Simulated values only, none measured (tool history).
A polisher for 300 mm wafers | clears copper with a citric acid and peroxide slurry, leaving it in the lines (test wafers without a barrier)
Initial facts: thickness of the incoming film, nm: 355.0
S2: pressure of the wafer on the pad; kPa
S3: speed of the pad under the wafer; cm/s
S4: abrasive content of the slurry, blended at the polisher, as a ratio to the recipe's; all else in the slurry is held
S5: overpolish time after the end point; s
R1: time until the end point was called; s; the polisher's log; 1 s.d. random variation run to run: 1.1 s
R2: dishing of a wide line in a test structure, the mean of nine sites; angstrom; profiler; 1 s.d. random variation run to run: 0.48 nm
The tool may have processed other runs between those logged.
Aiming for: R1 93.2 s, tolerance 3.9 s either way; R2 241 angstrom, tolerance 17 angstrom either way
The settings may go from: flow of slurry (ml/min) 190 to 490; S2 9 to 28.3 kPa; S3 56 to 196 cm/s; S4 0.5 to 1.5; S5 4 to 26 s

Run 1, day 0: flow of slurry (ml/min) 315, S2 18.6 kPa, S3 126 cm/s, S4 1, S5 13 s. Result: R1 129.59 s, R2 252.32 angstrom.
Run 2, day 0.275: flow of slurry (ml/min) 315, S2 18.6 kPa, S3 126 cm/s, S4 1, S5 7 s. Result: R1 129.12 s, R2 143.33 angstrom.
Run 3, day 0.604: flow of slurry (ml/min) 315, S2 19.3 kPa, S3 126 cm/s, S4 1, S5 7 s. Result: R1 124.16 s, R2 148.29 angstrom.
Run 4, day 0.75: flow of slurry (ml/min) 315, S2 20 kPa, S3 126 cm/s, S4 1, S5 7 s. Result: R1 124.46 s, R2 147.73 angstrom.
Run 5, day 1.075: flow of slurry (ml/min) 315, S2 20 kPa, S3 126 cm/s, S4 0.85, S5 7 s. Result: R1 130.59 s, R2 140 angstrom.
Run 6, day 1.25: flow of slurry (ml/min) 315, S2 20 kPa, S3 126 cm/s, S4 1, S5 7 s. Result: R1 123.22 s, R2 148 angstrom.
Run 7, day 1.512: flow of slurry (ml/min) 315, S2 20.7 kPa, S3 126 cm/s, S4 1, S5 8 s. Result: R1 118.73 s, R2 175.76 angstrom.
Run 8, day 1.692: flow of slurry (ml/min) 315, S2 21.4 kPa, S3 126 cm/s, S4 1, S5 8 s. Result: R1 114.53 s, R2 181.65 angstrom.
Run 9, day 2.042: flow of slurry (ml/min) 315, S2 22.1 kPa, S3 126 cm/s, S4 1, S5 8 s. Result: R1 114.47 s, R2 172.64 angstrom.
Run 10, day 2.242: flow of slurry (ml/min) 315, S2 22.8 kPa, S3 126 cm/s, S4 1, S5 8 s. Result: R1 115.21 s, R2 177.97 angstrom.
Run 11, day 2.517: flow of slurry (ml/min) 315, S2 22.8 kPa, S3 126 cm/s, S4 1, S5 8 s. Result: R1 110.72 s, R2 187.86 angstrom.
Run 12, day 2.646: flow of slurry (ml/min) 315, S2 23.4 kPa, S3 126 cm/s, S4 1, S5 8 s. Result: R1 108.44 s, R2 193.1 angstrom.
Run 13, day 2.912: flow of slurry (ml/min) 315, S2 23.4 kPa, S3 126 cm/s, S4 1, S5 8 s. Result: R1 110.36 s, R2 193.66 angstrom.
Run 14, day 3.175: flow of slurry (ml/min) 315, S2 24.1 kPa, S3 126 cm/s, S4 1, S5 8 s. Result: R1 107.92 s, R2 186.7 angstrom.
Run 15, day 3.388: flow of slurry (ml/min) 315, S2 24.8 kPa, S3 126 cm/s, S4 1, S5 8 s. Result: R1 103.31 s, R2 189.48 angstrom.
Run 16, day 3.558: flow of slurry (ml/min) 315, S2 26.2 kPa, S3 128 cm/s, S4 1, S5 9 s. Result: R1 100.08 s, R2 225.76 angstrom.

Exercise: of the 4 proposed moves below, exactly one satisfies all targets within the stated allowed misses. Which move is it?
Run A, day 3.729: flow of slurry (ml/min) 235, S2 28.3 kPa, S3 120 cm/s, S4 1.4, S5 9 s. Result: R1 ?, R2 ?.
Run B, day 3.729: flow of slurry (ml/min) 395, S2 21.4 kPa, S3 132 cm/s, S4 1, S5 10 s. Result: R1 ?, R2 ?.
Run C, day 3.729: flow of slurry (ml/min) 420, S2 24.1 kPa, S3 120 cm/s, S4 1.2, S5 8 s. Result: R1 ?, R2 ?.
Run D, day 3.729: flow of slurry (ml/min) 265, S2 22.8 kPa, S3 132 cm/s, S4 0.85, S5 10 s. Result: R1 ?, R2 ?.

move      R1      R2
   A  94.917  238.03
   B  111.89  223.85
   C  104.75  195.01
   D  115.32  218.31
A: all results land within tolerance of their targets
B: its largest miss is bigger than the last run's
C: its largest miss is bigger than the last run's
D: its largest miss is bigger than the last run's
The right move is A.

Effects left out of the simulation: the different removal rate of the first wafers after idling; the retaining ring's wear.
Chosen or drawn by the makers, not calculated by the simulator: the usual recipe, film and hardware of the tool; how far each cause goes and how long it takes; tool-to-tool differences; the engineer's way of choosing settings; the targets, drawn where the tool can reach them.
